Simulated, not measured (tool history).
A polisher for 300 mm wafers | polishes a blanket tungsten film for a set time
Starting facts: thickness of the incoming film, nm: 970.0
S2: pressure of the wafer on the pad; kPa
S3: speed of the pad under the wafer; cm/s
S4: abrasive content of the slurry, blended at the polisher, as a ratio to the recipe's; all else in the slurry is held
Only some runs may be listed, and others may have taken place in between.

run 1 day=0 | flow_of_slurry_(ml/min)=190 S2=20.7 S3=140 S4=1 polishing_time_(s)=90 | film_removed_(Å)=4137.7
run 2 day=0.358 | flow_of_slurry_(ml/min)=195 S2=20.7 S3=140 S4=1 polishing_time_(s)=90 | film_removed_(Å)=4252.3
run 3 day=0.683 | flow_of_slurry_(ml/min)=195 S2=20.7 S3=140 S4=0.9 polishing_time_(s)=90 | film_removed_(Å)=4070.2
run 4 day=0.904 | flow_of_slurry_(ml/min)=195 S2=20.7 S3=140 S4=0.9 polishing_time_(s)=90 | film_removed_(Å)=4112.5
run 5 day=1.242 | flow_of_slurry_(ml/min)=170 S2=20.7 S3=140 S4=0.9 polishing_time_(s)=90 | film_removed_(Å)=4011.8
run 6 day=1.458 | flow_of_slurry_(ml/min)=170 S2=20.7 S3=140 S4=0.9 polishing_time_(s)=94 | film_removed_(Å)=4108.1

What does the tool deliver on the next run?
run 7 day=1.729 | flow_of_slurry_(ml/min)=180 S2=20.7 S3=140 S4=0.9 polishing_time_(s)=94 | film_removed_(Å)=?

film removed (Å): 4141.3
